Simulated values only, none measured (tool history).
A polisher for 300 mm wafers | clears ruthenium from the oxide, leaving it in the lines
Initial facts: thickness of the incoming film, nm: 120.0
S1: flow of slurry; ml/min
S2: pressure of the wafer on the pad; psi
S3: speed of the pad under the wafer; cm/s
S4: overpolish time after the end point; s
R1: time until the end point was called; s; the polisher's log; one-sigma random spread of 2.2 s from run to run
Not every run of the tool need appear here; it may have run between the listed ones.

| run | day | S1 | S2 | S3 | S4 | R1 |
|---|---|---|---|---|---|---|
| 1 | 0.000 | 260 | 1.5 | 130 | 6 | 104.03 |
| 2 | 0.192 | 260 | 1.4 | 130 | 6 | 109.57 |
| 3 | 0.533 | 260 | 1.4 | 110 | 6 | 130.11 |
| 4 | 0.588 | 290 | 1.4 | 110 | 6 | 129.59 |
| 5 | 0.712 | 290 | 1.4 | 110 | 6 | 127.24 |
| 6 | 0.921 | 290 | 1.3 | 110 | 6 | 139.61 |
| 7 | 1.262 | 290 | 1.1 | 108 | 6 | 159.66 |
| 8 | 1.575 | 290 | 0.9 | 106 | 6 | 194.03 |
| 9 | 1.704 | 290 | 0.9 | 106 | 6 | 194.51 |

Estimate the outcome of run 10 from the log above:
| 10 | 1.925 | 290 | 0.9 | 106 | 6 | ? |

{"run 10": {"R1": 191.9}}
